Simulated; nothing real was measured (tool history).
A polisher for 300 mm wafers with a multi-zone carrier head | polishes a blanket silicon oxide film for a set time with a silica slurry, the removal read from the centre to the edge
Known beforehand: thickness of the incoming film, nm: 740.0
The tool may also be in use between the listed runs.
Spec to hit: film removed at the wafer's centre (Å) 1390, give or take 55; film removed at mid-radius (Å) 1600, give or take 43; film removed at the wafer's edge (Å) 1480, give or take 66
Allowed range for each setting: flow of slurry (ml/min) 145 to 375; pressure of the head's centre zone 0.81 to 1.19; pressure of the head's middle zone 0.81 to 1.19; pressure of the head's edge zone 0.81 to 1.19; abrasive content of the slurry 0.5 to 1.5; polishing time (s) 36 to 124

run  hour  flow of slurry (ml/min)  pressure of the head's centre zone  pressure of the head's middle zone  pressure of the head's edge zone  abrasive content of the slurry  polishing time (s)  film removed at the wafer's centre (Å)  film removed at mid-radius (Å)  film removed at the wafer's edge (Å)
  1     0                      240                                   1                                   1                                 1                               1                  79                                  2250.5                          2282.7                                2187.6
  2     1                      240                                   1                                   1                              1.06                               1                  79                                  2287.8                          2321.6                                2259.2
  3   2.5                      240                                   1                                0.94                              1.06                               1                  79                                  2224.3                          2197.6                                2268.2
  4   7.8                      240                                   1                                0.89                              1.06                               1                  79                                  2260.4                          2078.5                                2286.4
  5  15.4                      240                                   1                                0.89                              1.06                            1.15                  79                                  2384.9                          2240.7                                2401.7
  6  17.2                      240                                   1                                0.89                              1.06                            1.15                  71                                  2226.8                          2008.6                                2188.4
  7  22.7                      235                                0.98                                0.91                              1.03                            1.05                  71                                  2055.3                          1958.6                                2054.9
  8  27.4                      230                                0.96                                0.92                              1.01                               1                  71                                  1926.4                          1917.2                                1939.9
  9  35.2                      225                                0.94                                0.91                              0.99                               1                  71                                  1884.4                          1884.9                                1950.9
 10  40.1                      225                                0.93                                0.92                              0.97                            0.95                  71                                  1818.3                          1853.7                                1863.4
 11  41.9                      220                                0.92                                0.92                              0.95                             0.9                  71                                  1803.5                            1792                                1818.3
 12    49                      220                                0.91                                0.93                              0.94                            0.85                  71                                  1716.8                          1740.3                                1770.5
 13  52.6                      220                                 0.9                                0.94                              0.92                            0.85                  71                                  1676.7                          1753.2                                1766.1
 14  59.3                      215                                 0.9                                0.95                              0.91                             0.8                  71                                    1605                          1749.9                                1673.6
 15  61.7                      215                                 0.9                                0.95                              0.91                             0.8                  71                                  1602.7                          1747.4                                1668.5
 16  69.1                      195                                0.83                                0.94                              0.82                            0.65                  71                                  1291.3                          1504.9                                1416.8
 17  73.7                      200                                0.83                                0.94                              0.82                            0.65                  71                                    1278                          1491.1                                1402.3
 18  80.3                      205                                0.83                                0.94                              0.83                            0.65                  71                                  1304.5                          1520.9                                1396.7
 19  86.9                      205                                0.83                                0.94                              0.84                            0.65                  71                                  1318.1                          1535.8                                1413.3
 20  94.8                      205                                0.83                                0.94                              0.85                            0.65                  71                                  1294.9                          1508.2                                1406.5

4 candidate next runs follow, results not yet known. Just one meets every target within its allowed miss. Identify it.
  A  102.7                      160                                0.85                                0.95                              0.82                            0.55                  86                                       ?                               ?                                     ?
  B  102.7                      190                                0.95                                0.98                              0.88                             0.8                  65                                       ?                               ?                                     ?
  C  102.7                      195                                1.04                                1.12                              1.03                             0.5                  73                                       ?                               ?                                     ?
  D  102.7                      175                                0.81                                0.98                              0.93                             0.7                  69                                       ?                               ?                                     ?

move  film removed at the wafer's centre (Å)  film removed at mid-radius (Å)  film removed at the wafer's edge (Å)
   A                                  1377.8                          1594.9                                1495.7
   B                                  1517.9                          1606.2                                1505.1
   C                                  1381.8                          1492.1                                1341.5
   D                                  1252.5                          1559.7                                1502.6
A: each result inside its tolerance
B: brings the last run's worst result on target, with another outside its allowed miss
C: the biggest miss grows against the last run
D: brings the last run's worst result on target, with another outside its allowed miss
So the answer is move A, the one that meets all the targets.
